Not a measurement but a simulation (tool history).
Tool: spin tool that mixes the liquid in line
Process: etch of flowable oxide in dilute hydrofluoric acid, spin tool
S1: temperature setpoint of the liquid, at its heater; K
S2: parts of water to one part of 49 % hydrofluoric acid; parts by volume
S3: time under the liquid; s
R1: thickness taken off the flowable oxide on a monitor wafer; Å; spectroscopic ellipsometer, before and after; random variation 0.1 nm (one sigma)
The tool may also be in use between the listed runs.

run    day      S1   S2   S3      R1
  1      0  293.15  180  100   157.2
  2  0.258  293.15  230  100  116.67
  3  0.554  290.65  230  100  106.92
  4  0.583  292.65  230  100  115.04
  5  0.771  292.65  230   80   91.98
  6    0.9  292.65  280   80  72.202

Forecast run 7:
  7  1.188  296.65  210  80   ?

Run 7 gave R1 119.07 Å.
